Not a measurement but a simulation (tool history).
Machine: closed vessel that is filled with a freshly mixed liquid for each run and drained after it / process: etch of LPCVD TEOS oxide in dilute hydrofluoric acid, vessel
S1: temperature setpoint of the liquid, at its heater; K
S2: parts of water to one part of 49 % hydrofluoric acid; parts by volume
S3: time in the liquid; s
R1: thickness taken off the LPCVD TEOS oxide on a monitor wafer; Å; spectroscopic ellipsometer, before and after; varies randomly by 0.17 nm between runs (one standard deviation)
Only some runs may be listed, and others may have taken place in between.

{"run": 1, "hour": 0.0, "S1": 296.15, "S2": 110, "S3": 105, "R1": 298.95}
{"run": 2, "hour": 4.2, "S1": 297.15, "S2": 110, "S3": 105, "R1": 309.27}
{"run": 3, "hour": 6.7, "S1": 298.15, "S2": 110, "S3": 105, "R1": 319.24}
{"run": 4, "hour": 13.1, "S1": 299.15, "S2": 110, "S3": 105, "R1": 337.79}
{"run": 5, "hour": 16.5, "S1": 299.15, "S2": 110, "S3": 105, "R1": 334.13}
{"run": 6, "hour": 20.9, "S1": 299.65, "S2": 110, "S3": 105, "R1": 341.43}

What does the tool deliver on the next run?
{"run": 7, "hour": 21.6, "S1": 300.15, "S2": 110, "S3": 105, "R1": "?"}

{"run 7": {"R1": 346.5}}
